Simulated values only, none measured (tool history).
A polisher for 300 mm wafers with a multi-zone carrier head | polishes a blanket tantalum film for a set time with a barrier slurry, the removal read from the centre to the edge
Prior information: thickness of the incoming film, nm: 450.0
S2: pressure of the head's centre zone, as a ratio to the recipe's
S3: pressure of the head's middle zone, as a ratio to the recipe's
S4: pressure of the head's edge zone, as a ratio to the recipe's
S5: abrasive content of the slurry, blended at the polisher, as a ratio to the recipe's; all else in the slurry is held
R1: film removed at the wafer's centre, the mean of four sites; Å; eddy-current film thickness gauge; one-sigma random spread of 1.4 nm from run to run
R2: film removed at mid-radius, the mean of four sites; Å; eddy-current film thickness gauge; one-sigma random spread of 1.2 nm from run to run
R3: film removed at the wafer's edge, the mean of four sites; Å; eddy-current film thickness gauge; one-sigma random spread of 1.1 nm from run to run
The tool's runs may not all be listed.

run 1 hour=0.0 | flow_of_slurry_(ml/min)=130 S2=1.00 S3=1.00 S4=1.00 S5=1.00 polishing_time_(s)=53 | R1=1353.2 R2=1387.3 R3=1369.9
run 2 hour=6.7 | flow_of_slurry_(ml/min)=130 S2=1.00 S3=1.00 S4=1.00 S5=1.00 polishing_time_(s)=48 | R1=1213.1 R2=1254.1 R3=1252.8
run 3 hour=10.5 | flow_of_slurry_(ml/min)=130 S2=1.00 S3=1.00 S4=0.96 S5=1.00 polishing_time_(s)=48 | R1=1220.4 R2=1272.4 R3=1230.6
run 4 hour=17.8 | flow_of_slurry_(ml/min)=140 S2=0.99 S3=1.02 S4=0.98 S5=1.05 polishing_time_(s)=48 | R1=1231.7 R2=1338.8 R3=1261.6
run 5 hour=18.6 | flow_of_slurry_(ml/min)=140 S2=0.99 S3=1.02 S4=0.98 S5=1.20 polishing_time_(s)=48 | R1=1302.5 R2=1366.4 R3=1311.2
run 6 hour=24.0 | flow_of_slurry_(ml/min)=150 S2=0.98 S3=1.03 S4=0.99 S5=1.20 polishing_time_(s)=48 | R1=1301.6 R2=1407.9 R3=1335.5
run 7 hour=29.9 | flow_of_slurry_(ml/min)=155 S2=0.97 S3=1.04 S4=1.00 S5=1.20 polishing_time_(s)=48 | R1=1297.7 R2=1407.7 R3=1355.4
run 8 hour=37.0 | flow_of_slurry_(ml/min)=160 S2=0.96 S3=1.06 S4=1.00 S5=1.20 polishing_time_(s)=48 | R1=1310.7 R2=1454.3 R3=1369.7

What does the tool deliver on the next run?
run 9 hour=38.1 | flow_of_slurry_(ml/min)=165 S2=0.95 S3=1.07 S4=1.00 S5=1.20 polishing_time_(s)=48 | R1=? R2=? R3=?

R1: 1282.8 Å
R2: 1474.6 Å
R3: 1368.6 Å
